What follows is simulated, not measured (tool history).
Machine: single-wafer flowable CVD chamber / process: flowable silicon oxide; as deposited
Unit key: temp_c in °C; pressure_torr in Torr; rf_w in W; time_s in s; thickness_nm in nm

run  hour  temp_c  pressure_torr  rf_w  time_s  thickness_nm
  1     0      95          0.746  1905     800        502.84
  2   6.2      95          0.839  1905     800        567.79
  3    14      94          0.839  1905     800        580.28
  4  16.8      99          0.839  1905     800        503.87
  5  17.8      98          0.839  1905     800        523.25
  6  27.1      97          0.839  1905     800        535.99
  7  30.9      97          0.839  1905     800        529.64
  8  37.5      96          0.839  1905     800        550.65

What will run 9 give?
  9  41.1      95          0.839  1905     800             ?

Run 9 gave thickness_nm 569.63 nm.

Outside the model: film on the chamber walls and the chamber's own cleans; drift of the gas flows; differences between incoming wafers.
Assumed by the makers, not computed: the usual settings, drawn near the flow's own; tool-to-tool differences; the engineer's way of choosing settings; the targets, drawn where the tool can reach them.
